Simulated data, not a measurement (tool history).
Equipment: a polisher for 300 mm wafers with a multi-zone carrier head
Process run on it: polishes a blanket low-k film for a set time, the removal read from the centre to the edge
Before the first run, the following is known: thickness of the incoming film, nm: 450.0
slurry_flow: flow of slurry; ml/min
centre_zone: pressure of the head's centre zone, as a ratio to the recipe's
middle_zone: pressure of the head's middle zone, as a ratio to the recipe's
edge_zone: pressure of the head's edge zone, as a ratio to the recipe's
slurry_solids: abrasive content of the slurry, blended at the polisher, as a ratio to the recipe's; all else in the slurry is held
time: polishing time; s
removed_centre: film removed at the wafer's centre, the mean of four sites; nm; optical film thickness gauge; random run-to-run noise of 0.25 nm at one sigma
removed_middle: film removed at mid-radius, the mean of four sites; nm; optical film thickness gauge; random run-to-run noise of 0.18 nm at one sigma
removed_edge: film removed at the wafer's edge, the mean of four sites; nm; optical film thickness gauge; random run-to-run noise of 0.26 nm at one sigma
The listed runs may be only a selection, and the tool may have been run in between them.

run,hour,slurry_flow,centre_zone,middle_zone,edge_zone,slurry_solids,time,removed_centre,removed_middle,removed_edge
1,0,225,1,1,1,1,62,16.524,16.422,17.753
2,7.2,225,1.01,1,1.02,1.05,62,16.76,16.567,17.979
3,8.4,225,1.01,1,0.97,1.05,62,16.432,17.002,17.59
4,9.9,195,1.01,1,0.97,1.05,62,16.462,16.261,17.009
5,13.4,205,1.02,1,0.99,1.1,62,16.79,16.624,17.557
6,22.1,215,1.03,1,1.01,1.15,62,17.512,17.295,18.054
7,24.9,225,1.04,0.99,1.03,1.15,62,17.634,16.984,18.749
8,30.5,230,1.05,0.99,1.04,1.2,62,18.524,17.529,19.166
9,32.5,240,1.06,0.99,1.05,1.2,62,18.554,17.647,19.147

Run 10 has not been measured yet. What should we expect?
10,40.1,215,1.11,0.92,1.15,1.45,65,?,?,?

For run 10 the tool returned removed_centre 21.653 nm, removed_middle 18.252 nm, removed_edge 22.697 nm.
